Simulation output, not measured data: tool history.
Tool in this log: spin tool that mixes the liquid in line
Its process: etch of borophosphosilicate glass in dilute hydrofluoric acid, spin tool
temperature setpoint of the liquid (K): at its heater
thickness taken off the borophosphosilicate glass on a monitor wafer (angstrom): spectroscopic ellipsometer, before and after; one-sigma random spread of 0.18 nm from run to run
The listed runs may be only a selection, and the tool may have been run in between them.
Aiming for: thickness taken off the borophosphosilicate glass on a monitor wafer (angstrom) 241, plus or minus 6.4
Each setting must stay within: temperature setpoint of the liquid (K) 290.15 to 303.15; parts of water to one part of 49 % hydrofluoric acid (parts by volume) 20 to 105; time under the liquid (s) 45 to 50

run  hour  temperature setpoint of the liquid (K)  parts of water to one part of 49 % hydrofluoric acid (parts by volume)  time under the liquid (s)  thickness taken off the borophosphosilicate glass on a monitor wafer (angstrom)
  1     0                                  295.15                                                                      55                         45                                                                           285.91
  2     7                                  297.15                                                                      55                         45                                                                           315.31
  3  12.8                                  297.15                                                                      55                         45                                                                           308.65
  4  13.4                                  300.15                                                                      55                         45                                                                           353.99
  5  18.6                                  300.15                                                                      55                         45                                                                           356.64
  6  25.9                                  300.15                                                                      55                         50                                                                           400.55
  7  28.6                                  298.65                                                                      55                         50                                                                            372.4
  8  29.4                                  297.15                                                                      55                         50                                                                           348.06
  9  32.1                                  296.15                                                                      55                         50                                                                           330.16
 10  35.3                                  295.15                                                                      55                         50                                                                           322.95
 11  42.2                                  294.15                                                                      55                         50                                                                           309.65
 12    45                                  293.65                                                                      55                         50                                                                           298.72
 13  50.7                                  293.15                                                                      55                         50                                                                           294.78
 14  55.2                                  292.65                                                                      55                         50                                                                           289.74
 15  58.1                                  292.15                                                                      55                         50                                                                           283.85
 16  63.8                                  291.65                                                                      55                         50                                                                           278.49

Consider the 4 candidate settings below. Which is the only one whose results all fall within their allowed miss of target?
  A  69.5                                  293.15                                                                      60                         45                                                                                ?
  B  69.5                                  291.15                                                                      50                         50                                                                                ?
  C  69.5                                  291.65                                                                      50                         50                                                                                ?
  D  69.5                                  291.65                                                                      45                         50                                                                                ?

move  thickness taken off the borophosphosilicate glass on a monitor wafer (angstrom)
   A                                                                           243.15
   B                                                                           301.18
   C                                                                           307.73
   D                                                                           343.91
A: hits every target within its allowed miss
B: moves away from the targets compared with the last run
C: moves away from the targets compared with the last run
D: moves away from the targets compared with the last run
A meets every target.
